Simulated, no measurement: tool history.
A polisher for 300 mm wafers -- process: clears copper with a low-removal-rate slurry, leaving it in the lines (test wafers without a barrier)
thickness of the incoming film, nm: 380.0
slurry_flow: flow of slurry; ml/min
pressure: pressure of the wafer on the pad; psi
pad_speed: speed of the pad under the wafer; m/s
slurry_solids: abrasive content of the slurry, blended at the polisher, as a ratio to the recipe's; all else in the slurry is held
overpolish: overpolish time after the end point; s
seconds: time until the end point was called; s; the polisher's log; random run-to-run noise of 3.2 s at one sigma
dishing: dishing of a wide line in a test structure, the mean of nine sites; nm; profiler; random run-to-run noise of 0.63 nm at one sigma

run    day  slurry_flow  pressure  pad_speed  slurry_solids  overpolish  seconds  dishing
  1      0          150       3.5       0.92              1          22   145.17   39.755
  2  0.158          150       3.3       0.92              1          23   147.36   39.629
  3  0.221          150       3.3       0.92           1.15          23   141.63   41.549
  4  0.271          150       3.3       0.92            1.1          23   146.78   41.149
  5  0.429          150       3.3        1.1            1.1          23   119.21   46.216
  6  0.454          150       3.3        1.1            1.1          32   119.68   60.748
  7  0.679          150       3.1       1.08            1.1          32   130.11   58.103
  8  1.025          150       2.9       1.08            1.1          32      134   55.197
  9  1.288          150       2.7       1.06            1.1          32   142.48   51.224
 10    1.5          150       2.6       1.04            1.1          32   148.63   49.696

The next listed run, before its measurement:
 11  1.538          150       2.5       1.02            1.1          32        ?        ?

seconds: 157.22 s
dishing: 49.992 nm

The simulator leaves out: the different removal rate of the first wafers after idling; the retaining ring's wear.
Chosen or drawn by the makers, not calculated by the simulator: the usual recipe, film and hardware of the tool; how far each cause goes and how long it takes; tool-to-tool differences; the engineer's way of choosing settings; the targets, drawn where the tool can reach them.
